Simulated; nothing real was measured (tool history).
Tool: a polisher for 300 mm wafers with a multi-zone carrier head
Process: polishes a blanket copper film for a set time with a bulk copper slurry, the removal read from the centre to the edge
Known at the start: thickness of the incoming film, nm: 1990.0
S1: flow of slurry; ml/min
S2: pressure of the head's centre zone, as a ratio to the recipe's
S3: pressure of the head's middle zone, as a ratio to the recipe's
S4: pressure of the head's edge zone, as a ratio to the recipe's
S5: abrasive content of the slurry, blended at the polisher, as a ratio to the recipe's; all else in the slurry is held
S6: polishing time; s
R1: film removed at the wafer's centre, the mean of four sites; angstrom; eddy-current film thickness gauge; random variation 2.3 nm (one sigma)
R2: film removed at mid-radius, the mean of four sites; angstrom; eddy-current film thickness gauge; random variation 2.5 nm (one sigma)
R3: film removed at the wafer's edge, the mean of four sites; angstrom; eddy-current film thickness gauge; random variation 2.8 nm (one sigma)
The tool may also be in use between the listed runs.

{"run": 1, "hour": 0.0, "S1": 285, "S2": 1, "S3": 1, "S4": 1, "S5": 1, "S6": 82, "R1": 4242.6, "R2": 4268.4, "R3": 4338.2}
{"run": 2, "hour": 6.9, "S1": 280, "S2": 0.97, "S3": 1, "S4": 0.98, "S5": 0.95, "S6": 79, "R1": 3983.6, "R2": 4064.9, "R3": 4082.8}
{"run": 3, "hour": 15.9, "S1": 275, "S2": 0.95, "S3": 1.01, "S4": 0.98, "S5": 0.9, "S6": 76, "R1": 3743.9, "R2": 3920.5, "R3": 3891.4}
{"run": 4, "hour": 17.3, "S1": 275, "S2": 0.95, "S3": 1.01, "S4": 0.91, "S5": 0.9, "S6": 76, "R1": 3759.4, "R2": 3881.4, "R3": 3792.8}
{"run": 5, "hour": 18.8, "S1": 270, "S2": 0.93, "S3": 1.02, "S4": 0.92, "S5": 0.85, "S6": 73, "R1": 3502.7, "R2": 3705.5, "R3": 3594.8}
{"run": 6, "hour": 26.0, "S1": 270, "S2": 0.93, "S3": 0.97, "S4": 0.92, "S5": 0.85, "S6": 73, "R1": 3426.9, "R2": 3552.3, "R3": 3545.1}
{"run": 7, "hour": 28.5, "S1": 265, "S2": 0.91, "S3": 0.98, "S4": 0.93, "S5": 0.8, "S6": 71, "R1": 3281.8, "R2": 3499.3, "R3": 3472.2}
{"run": 8, "hour": 35.5, "S1": 260, "S2": 0.9, "S3": 0.99, "S4": 0.93, "S5": 0.75, "S6": 70, "R1": 3195.6, "R2": 3465.2, "R3": 3418.1}
{"run": 9, "hour": 41.9, "S1": 255, "S2": 0.89, "S3": 0.99, "S4": 0.93, "S5": 0.7, "S6": 69, "R1": 3061.8, "R2": 3374.9, "R3": 3368.9}
{"run": 10, "hour": 44.5, "S1": 250, "S2": 0.88, "S3": 1, "S4": 0.92, "S5": 0.65, "S6": 68, "R1": 2945.1, "R2": 3304.2, "R3": 3237.1}
{"run": 11, "hour": 50.7, "S1": 245, "S2": 0.87, "S3": 1, "S4": 0.91, "S5": 0.65, "S6": 67, "R1": 2892.8, "R2": 3235.7, "R3": 3171.5}
{"run": 12, "hour": 52.2, "S1": 240, "S2": 0.86, "S3": 1.01, "S4": 0.91, "S5": 0.65, "S6": 66, "R1": 2756.2, "R2": 3162.8, "R3": 3092.4}
{"run": 13, "hour": 54.5, "S1": 235, "S2": 0.85, "S3": 1.02, "S4": 0.9, "S5": 0.65, "S6": 66, "R1": 2753.8, "R2": 3200, "R3": 3109.5}

The next listed run, before its measurement:
{"run": 14, "hour": 62.1, "S1": 230, "S2": 0.84, "S3": 1.02, "S4": 0.89, "S5": 0.65, "S6": 66, "R1": "?", "R2": "?", "R3": "?"}

R1: 2763.9 angstrom
R2: 3171.5 angstrom
R3: 3075 angstrom
